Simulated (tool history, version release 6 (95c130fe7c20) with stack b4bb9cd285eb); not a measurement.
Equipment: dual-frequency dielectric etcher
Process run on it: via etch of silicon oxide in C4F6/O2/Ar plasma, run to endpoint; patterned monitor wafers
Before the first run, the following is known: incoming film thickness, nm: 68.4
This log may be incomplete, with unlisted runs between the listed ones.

run 1 hour=0.0 | bias_power_(W)=568 source_power_(W)=240 Ar_flow_(sccm)=372 | endpoint_time_(s)=16.977
run 2 hour=3.4 | bias_power_(W)=542 source_power_(W)=230 Ar_flow_(sccm)=376 | endpoint_time_(s)=17.781
run 3 hour=11.9 | bias_power_(W)=608 source_power_(W)=230 Ar_flow_(sccm)=376 | endpoint_time_(s)=16.603
run 4 hour=15.1 | bias_power_(W)=578 source_power_(W)=230 Ar_flow_(sccm)=377 | endpoint_time_(s)=17.014
run 5 hour=20.5 | bias_power_(W)=679 source_power_(W)=230 Ar_flow_(sccm)=377 | endpoint_time_(s)=15.863
run 6 hour=24.9 | bias_power_(W)=642 source_power_(W)=220 Ar_flow_(sccm)=380 | endpoint_time_(s)=16.387
run 7 hour=30.4 | bias_power_(W)=607 source_power_(W)=210 Ar_flow_(sccm)=383 | endpoint_time_(s)=17.087
run 8 hour=32.3 | bias_power_(W)=576 source_power_(W)=200 Ar_flow_(sccm)=386 | endpoint_time_(s)=18.249
run 9 hour=40.3 | bias_power_(W)=576 source_power_(W)=200 Ar_flow_(sccm)=386 | endpoint_time_(s)=17.983

For run 10, what comes out?
run 10 hour=43.0 | bias_power_(W)=551 source_power_(W)=200 Ar_flow_(sccm)=387 | endpoint_time_(s)=?

{"run 10": {"endpoint time (s)": 18.402}}
